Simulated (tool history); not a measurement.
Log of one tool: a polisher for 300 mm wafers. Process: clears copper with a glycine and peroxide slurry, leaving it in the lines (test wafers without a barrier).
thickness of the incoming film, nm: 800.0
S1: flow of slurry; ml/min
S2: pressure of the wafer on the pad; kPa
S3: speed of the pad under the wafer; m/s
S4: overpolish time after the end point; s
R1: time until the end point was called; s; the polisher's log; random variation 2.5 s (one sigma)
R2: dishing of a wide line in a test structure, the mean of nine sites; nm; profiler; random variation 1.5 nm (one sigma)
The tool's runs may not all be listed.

Run 1, hour 0: S1 260 ml/min, S2 17.2 kPa, S3 1.14 m/s, S4 26 s. Result: R1 169 s, R2 72.248 nm.
Run 2, hour 4.6: S1 260 ml/min, S2 15.2 kPa, S3 1.12 m/s, S4 28 s. Result: R1 188.82 s, R2 69.416 nm.
Run 3, hour 10.7: S1 260 ml/min, S2 12.4 kPa, S3 1.12 m/s, S4 28 s. Result: R1 222.48 s, R2 60.282 nm.
Run 4, hour 13.6: S1 225 ml/min, S2 12.4 kPa, S3 1.12 m/s, S4 28 s. Result: R1 226.22 s, R2 62.997 nm.
Run 5, hour 16.3: S1 225 ml/min, S2 12.4 kPa, S3 1.28 m/s, S4 28 s. Result: R1 203.5 s, R2 65.198 nm.
Run 6, hour 17.6: S1 225 ml/min, S2 11 kPa, S3 1.28 m/s, S4 28 s. Result: R1 222.39 s, R2 61.554 nm.
Run 7, hour 26.4: S1 220 ml/min, S2 10.3 kPa, S3 1.26 m/s, S4 30 s. Result: R1 238.41 s, R2 61.875 nm.
Run 8, hour 33.1: S1 215 ml/min, S2 9.7 kPa, S3 1.26 m/s, S4 31 s. Result: R1 251.67 s, R2 59.781 nm.
Run 9, hour 37.6: S1 210 ml/min, S2 9.7 kPa, S3 1.26 m/s, S4 32 s. Result: R1 251.66 s, R2 64.83 nm.

Run 10 comes next. What will it give?
Run 10, hour 40.5: S1 205 ml/min, S2 9 kPa, S3 1.26 m/s, S4 32 s. Result: R1 ?, R2 ?.

{"run 10": {"R1": 266.82, "R2": 63.006}}

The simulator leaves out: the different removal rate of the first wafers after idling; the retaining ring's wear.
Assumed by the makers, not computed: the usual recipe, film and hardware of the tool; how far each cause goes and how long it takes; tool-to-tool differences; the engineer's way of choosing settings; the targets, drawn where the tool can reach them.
